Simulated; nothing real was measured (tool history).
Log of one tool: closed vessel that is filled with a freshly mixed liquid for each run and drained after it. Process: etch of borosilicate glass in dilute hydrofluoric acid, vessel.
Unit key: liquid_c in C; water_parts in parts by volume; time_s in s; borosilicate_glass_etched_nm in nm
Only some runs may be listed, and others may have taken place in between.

run,hour,liquid_c,water_parts,time_s,borosilicate_glass_etched_nm
1,0,26,215,130,14.647
2,3,27,215,130,15.049
3,11.9,28,215,130,15.53
4,18.8,29,215,130,16.193
5,23.4,29,155,130,23.887
6,31.2,26.5,155,130,21.995

Forecast run 7:
7,34,24.5,155,130,?

Run 7 came out at borosilicate_glass_etched_nm 20.635 nm.
